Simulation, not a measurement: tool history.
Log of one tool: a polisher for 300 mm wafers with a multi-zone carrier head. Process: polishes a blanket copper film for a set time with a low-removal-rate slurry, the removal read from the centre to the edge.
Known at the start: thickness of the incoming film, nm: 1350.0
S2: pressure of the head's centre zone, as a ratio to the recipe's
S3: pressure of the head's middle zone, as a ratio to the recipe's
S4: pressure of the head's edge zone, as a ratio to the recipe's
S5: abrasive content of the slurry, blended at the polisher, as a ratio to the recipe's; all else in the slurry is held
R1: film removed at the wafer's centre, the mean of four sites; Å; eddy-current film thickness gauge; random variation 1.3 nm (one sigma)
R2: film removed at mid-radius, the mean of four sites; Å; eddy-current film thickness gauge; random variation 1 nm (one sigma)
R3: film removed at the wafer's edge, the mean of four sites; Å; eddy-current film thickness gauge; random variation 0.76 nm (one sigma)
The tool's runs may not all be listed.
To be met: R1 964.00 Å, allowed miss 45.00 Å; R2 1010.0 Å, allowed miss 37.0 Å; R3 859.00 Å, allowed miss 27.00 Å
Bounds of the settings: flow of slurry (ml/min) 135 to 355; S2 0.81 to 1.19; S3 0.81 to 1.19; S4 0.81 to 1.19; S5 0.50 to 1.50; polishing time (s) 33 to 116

{"run": 1, "hour": 0.0, "flow of slurry (ml/min)": 225, "S2": 1.0, "S3": 1.0, "S4": 1.0, "S5": 1.0, "polishing time (s)": 74, "R1": 1205.7, "R2": 1183.8, "R3": 1212.9}
{"run": 2, "hour": 6.0, "flow of slurry (ml/min)": 225, "S2": 1.0, "S3": 1.0, "S4": 1.0, "S5": 1.1, "polishing time (s)": 74, "R1": 1252.1, "R2": 1201.3, "R3": 1214.3}
{"run": 3, "hour": 8.4, "flow of slurry (ml/min)": 225, "S2": 1.0, "S3": 1.0, "S4": 0.93, "S5": 1.1, "polishing time (s)": 74, "R1": 1227.9, "R2": 1219.3, "R3": 1181.6}
{"run": 4, "hour": 16.9, "flow of slurry (ml/min)": 230, "S2": 1.03, "S3": 1.03, "S4": 0.9, "S5": 1.0, "polishing time (s)": 68, "R1": 1130.1, "R2": 1126.1, "R3": 1036.5}
{"run": 5, "hour": 25.2, "flow of slurry (ml/min)": 230, "S2": 1.03, "S3": 1.03, "S4": 0.9, "S5": 0.8, "polishing time (s)": 68, "R1": 1107.9, "R2": 1063.4, "R3": 987.95}
{"run": 6, "hour": 26.2, "flow of slurry (ml/min)": 230, "S2": 1.03, "S3": 1.08, "S4": 0.9, "S5": 0.8, "polishing time (s)": 68, "R1": 1114.7, "R2": 1112.8, "R3": 1008.8}
{"run": 7, "hour": 31.6, "flow of slurry (ml/min)": 230, "S2": 1.02, "S3": 1.09, "S4": 0.87, "S5": 0.7, "polishing time (s)": 67, "R1": 1039.0, "R2": 1094.1, "R3": 951.6}
{"run": 8, "hour": 33.7, "flow of slurry (ml/min)": 225, "S2": 1.02, "S3": 1.08, "S4": 0.85, "S5": 0.65, "polishing time (s)": 67, "R1": 1043.0, "R2": 1060.4, "R3": 926.7}
{"run": 9, "hour": 39.6, "flow of slurry (ml/min)": 220, "S2": 1.01, "S3": 1.08, "S4": 0.84, "S5": 0.6, "polishing time (s)": 67, "R1": 1007.8, "R2": 1043.3, "R3": 901.27}
{"run": 10, "hour": 46.8, "flow of slurry (ml/min)": 210, "S2": 1.01, "S3": 1.08, "S4": 0.83, "S5": 0.6, "polishing time (s)": 67, "R1": 986.58, "R2": 1024.9, "R3": 893.26}

Which of these 5 next moves meets every target?
{"run": "A", "hour": 54.0, "flow of slurry (ml/min)": 210, "S2": 1.05, "S3": 1.05, "S4": 0.81, "S5": 0.6, "polishing time (s)": 71, "R1": "?", "R2": "?", "R3": "?"}
{"run": "B", "hour": 54.0, "flow of slurry (ml/min)": 260, "S2": 1.01, "S3": 1.07, "S4": 0.82, "S5": 0.5, "polishing time (s)": 66, "R1": "?", "R2": "?", "R3": "?"}
{"run": "C", "hour": 54.0, "flow of slurry (ml/min)": 175, "S2": 1.04, "S3": 1.01, "S4": 0.83, "S5": 0.7, "polishing time (s)": 70, "R1": "?", "R2": "?", "R3": "?"}
{"run": "D", "hour": 54.0, "flow of slurry (ml/min)": 230, "S2": 0.98, "S3": 1.04, "S4": 0.86, "S5": 0.7, "polishing time (s)": 67, "R1": "?", "R2": "?", "R3": "?"}
{"run": "E", "hour": 54.0, "flow of slurry (ml/min)": 135, "S2": 1.04, "S3": 1.06, "S4": 0.93, "S5": 0.6, "polishing time (s)": 72, "R1": "?", "R2": "?", "R3": "?"}

move=A R1=1088.20 R2=1074.1 R3=934.00
move=B R1=973.39 R2=1012.0 R3=863.95
move=C R1=1054.90 R2=1021.3 R3=935.86
move=D R1=999.60 R2=1047.9 R3=939.97
move=E R1=988.15 R2=1003.7 R3=944.74
A: further off than the last run
B: meets every target
C: further off than the last run
D: further off than the last run
E: further off than the last run
The right move is B.
